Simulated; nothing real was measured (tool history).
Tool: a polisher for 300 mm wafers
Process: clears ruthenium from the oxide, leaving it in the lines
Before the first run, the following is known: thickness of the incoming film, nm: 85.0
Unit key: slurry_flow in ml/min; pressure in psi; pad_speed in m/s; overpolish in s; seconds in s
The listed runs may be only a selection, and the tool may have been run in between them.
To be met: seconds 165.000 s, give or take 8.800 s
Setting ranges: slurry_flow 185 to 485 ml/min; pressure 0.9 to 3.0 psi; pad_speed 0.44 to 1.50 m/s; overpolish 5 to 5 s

{"run": 1, "day": 0.0, "slurry_flow": 310, "pressure": 1.9, "pad_speed": 0.96, "overpolish": 5, "seconds": 94.98}
{"run": 2, "day": 0.229, "slurry_flow": 310, "pressure": 1.9, "pad_speed": 1.06, "overpolish": 5, "seconds": 88.154}
{"run": 3, "day": 0.525, "slurry_flow": 310, "pressure": 1.9, "pad_speed": 1.06, "overpolish": 5, "seconds": 83.397}
{"run": 4, "day": 0.775, "slurry_flow": 270, "pressure": 1.9, "pad_speed": 1.06, "overpolish": 5, "seconds": 86.245}
{"run": 5, "day": 0.908, "slurry_flow": 270, "pressure": 1.7, "pad_speed": 1.04, "overpolish": 5, "seconds": 91.646}
{"run": 6, "day": 1.146, "slurry_flow": 270, "pressure": 1.7, "pad_speed": 1.24, "overpolish": 5, "seconds": 78.339}
{"run": 7, "day": 1.496, "slurry_flow": 270, "pressure": 1.5, "pad_speed": 1.14, "overpolish": 5, "seconds": 90.514}
{"run": 8, "day": 1.633, "slurry_flow": 270, "pressure": 1.4, "pad_speed": 1.06, "overpolish": 5, "seconds": 103.41}
{"run": 9, "day": 1.842, "slurry_flow": 270, "pressure": 1.3, "pad_speed": 1.0, "overpolish": 5, "seconds": 113.52}

Below are 4 possible settings for the next run. Only one of them brings all results inside the allowed miss of their targets. Which is it?
{"run": "A", "day": 2.05, "slurry_flow": 220, "pressure": 1.6, "pad_speed": 1.04, "overpolish": 5, "seconds": "?"}
{"run": "B", "day": 2.05, "slurry_flow": 230, "pressure": 0.9, "pad_speed": 0.82, "overpolish": 5, "seconds": "?"}
{"run": "C", "day": 2.05, "slurry_flow": 270, "pressure": 0.9, "pad_speed": 0.68, "overpolish": 5, "seconds": "?"}
{"run": "D", "day": 2.05, "slurry_flow": 255, "pressure": 1.8, "pad_speed": 1.08, "overpolish": 5, "seconds": "?"}

move=A seconds=99.551
move=B seconds=165.140
move=C seconds=195.010
move=D seconds=88.536
A: the biggest miss grows against the last run
B: meets every target
C: pushes the last run's worst result past its target
D: the biggest miss grows against the last run
Correct choice: B, which meets every target
